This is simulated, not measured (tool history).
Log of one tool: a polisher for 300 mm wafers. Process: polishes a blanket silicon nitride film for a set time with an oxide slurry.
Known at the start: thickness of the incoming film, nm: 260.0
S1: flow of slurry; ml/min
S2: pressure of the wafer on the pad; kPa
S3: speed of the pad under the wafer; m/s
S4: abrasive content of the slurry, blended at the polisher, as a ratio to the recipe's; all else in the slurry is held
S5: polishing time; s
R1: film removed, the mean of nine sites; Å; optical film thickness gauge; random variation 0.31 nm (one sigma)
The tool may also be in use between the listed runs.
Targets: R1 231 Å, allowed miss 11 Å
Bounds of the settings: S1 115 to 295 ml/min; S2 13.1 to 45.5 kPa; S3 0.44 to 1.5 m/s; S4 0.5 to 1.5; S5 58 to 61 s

run    day   S1    S2    S3    S4  S5      R1
  1      0  190    29  0.96     1  58  443.93
  2  0.058  190  26.2  0.94     1  58  390.04
  3  0.279  155  26.2  0.94     1  58  385.48
  4  0.338  155    31  0.94     1  58  442.56
  5  0.425  155    31  0.94     1  58  444.28
  6  0.762  155    31  0.94  0.85  58  404.88
  7      1  155  28.3  0.94  0.85  58  376.07
  8  1.325  155  26.2  0.94  0.85  58  336.43
  9  1.554  155  24.8  0.94  0.85  58  317.72
 10  1.838  155  23.4  0.94  0.85  58  309.14
 11  1.996  155  15.2   0.9  0.85  58  196.66
 12  2.292  155  19.3   0.9  0.85  58  241.84

Which of these 5 next moves meets every target?
  A  2.588  140  17.9  0.86  0.85  61   ?
  B  2.588  155  18.6  1.34  0.65  60   ?
  C  2.588  155  15.2  1.06  0.95  61   ?
  D  2.588  115  19.3  0.88  0.75  58   ?
  E  2.588  160  15.2  1.02   1.1  58   ?

move      R1
   A  233.67
   B  260.95
   C  254.19
   D  209.87
   E  258.68
A: meets every target
B: further off than the last run
C: further off than the last run
D: takes the result that was furthest off past its target
E: further off than the last run
Answer: A
